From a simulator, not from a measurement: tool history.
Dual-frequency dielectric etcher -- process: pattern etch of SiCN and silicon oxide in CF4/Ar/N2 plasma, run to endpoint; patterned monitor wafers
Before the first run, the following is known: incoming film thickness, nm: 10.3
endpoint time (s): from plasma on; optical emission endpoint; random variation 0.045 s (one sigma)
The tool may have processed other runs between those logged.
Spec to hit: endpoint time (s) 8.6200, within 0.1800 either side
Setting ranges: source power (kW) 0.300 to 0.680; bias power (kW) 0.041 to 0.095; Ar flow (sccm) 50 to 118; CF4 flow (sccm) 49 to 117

run  hour  source power (kW)  bias power (kW)  Ar flow (sccm)  CF4 flow (sccm)  endpoint time (s)
  1   0.0              0.490            0.068              84               83            10.5550
  2   7.4              0.490            0.068              84               75            10.6610
  3  13.6              0.490            0.068              97               75            10.8600
  4  15.2              0.520            0.068              97               75            10.4790
  5  17.5              0.550            0.069              97               75             9.9985
  6  23.9              0.550            0.069              97               67            10.1070
  7  32.8              0.580            0.069              97               67             9.5808
  8  33.4              0.600            0.069              97               67             9.4310
  9  36.6              0.620            0.069              97               67             9.1785
 10  37.6              0.630            0.069              97               67             9.0236
 11  38.6              0.640            0.069              97               67             8.9148
 12  40.0              0.650            0.069              97               67             8.8625

5 next moves are on the table. One of them brings every result within its allowed miss. Which?
  A  41.4              0.620            0.075             111               66                  ?
  B  41.4              0.630            0.063              91               70                  ?
  C  41.4              0.670            0.062              86              100                  ?
  D  41.4              0.680            0.063              95               79                  ?
  E  41.4              0.620            0.060              90               77                  ?

move  endpoint time (s)
   A             9.1132
   B             9.2474
   C             8.3248
   D             8.5934
   E             9.3987
A: further off than the last run
B: further off than the last run
C: takes the biggest miss from the last run beyond its target
D: all results land within tolerance of their targets
E: further off than the last run
Move D is the one to make.

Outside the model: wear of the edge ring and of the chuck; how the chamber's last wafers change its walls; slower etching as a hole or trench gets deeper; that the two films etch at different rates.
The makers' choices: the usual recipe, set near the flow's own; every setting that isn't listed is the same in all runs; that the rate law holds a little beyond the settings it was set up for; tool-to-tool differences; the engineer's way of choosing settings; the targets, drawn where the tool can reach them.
